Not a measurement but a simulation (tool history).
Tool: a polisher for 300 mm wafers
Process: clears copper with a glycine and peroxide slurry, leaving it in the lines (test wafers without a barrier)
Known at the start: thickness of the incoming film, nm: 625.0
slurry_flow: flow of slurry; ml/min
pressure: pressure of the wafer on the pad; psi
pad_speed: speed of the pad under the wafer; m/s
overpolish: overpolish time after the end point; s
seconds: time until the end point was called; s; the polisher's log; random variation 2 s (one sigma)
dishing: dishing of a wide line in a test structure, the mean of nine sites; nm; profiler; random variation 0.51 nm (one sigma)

| run | hour | slurry_flow | pressure | pad_speed | overpolish | seconds | dishing |
|---|---|---|---|---|---|---|---|
| 1 | 0.0 | 235 | 3.5 | 1.02 | 21 | 79.076 | 41.997 |
| 2 | 5.8 | 275 | 3.5 | 1.02 | 21 | 77.473 | 42.623 |
| 3 | 10.2 | 275 | 3.5 | 1.02 | 15 | 76.612 | 38.999 |
| 4 | 11.1 | 275 | 3.5 | 0.82 | 15 | 91.602 | 37.658 |
| 5 | 17.7 | 275 | 3.5 | 0.92 | 15 | 84.861 | 38.168 |
| 6 | 20.7 | 275 | 3.2 | 0.90 | 18 | 94.169 | 39.306 |
| 7 | 27.4 | 275 | 3.0 | 0.90 | 20 | 94.764 | 40.512 |
| 8 | 31.0 | 275 | 2.8 | 0.88 | 22 | 105.480 | 41.634 |
| 9 | 39.0 | 275 | 2.6 | 0.88 | 23 | 107.300 | 41.183 |
| 10 | 40.3 | 275 | 2.4 | 0.86 | 25 | 120.050 | 40.842 |
| 11 | 47.7 | 275 | 2.3 | 0.86 | 27 | 121.720 | 41.714 |
| 12 | 54.2 | 275 | 2.2 | 0.86 | 29 | 127.940 | 42.447 |
| 13 | 61.6 | 275 | 2.2 | 0.86 | 30 | 129.380 | 42.746 |
| 14 | 64.7 | 275 | 2.2 | 0.86 | 31 | 129.030 | 43.295 |

The next listed run, before its measurement:
| 15 | 67.7 | 275 | 2.2 | 0.86 | 32 | ? | ? |

Run 15 gave seconds 128.120 s, dishing 44.057 nm.
